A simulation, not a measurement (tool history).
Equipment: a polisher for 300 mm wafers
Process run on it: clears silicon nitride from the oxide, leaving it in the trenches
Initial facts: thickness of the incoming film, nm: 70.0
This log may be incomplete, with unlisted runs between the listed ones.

run,hour,flow of slurry (ml/min),pressure of the wafer on the pad (kPa),speed of the pad under the wafer (m/s),overpolish time after the end point (s),time until the end point was called (s)
1,0,250,15.9,0.82,7,107.63
2,5.3,250,15.2,0.82,7,108.85
3,7.4,250,13.1,0.82,7,133.73
4,10.5,250,16.5,0.82,7,101.85
5,16.7,250,15.9,0.82,7,107.36
6,23.4,250,15.9,0.96,7,94.801

Forecast run 7:
7,29.2,250,15.2,0.96,7,?

time until the end point was called (s): 96.304
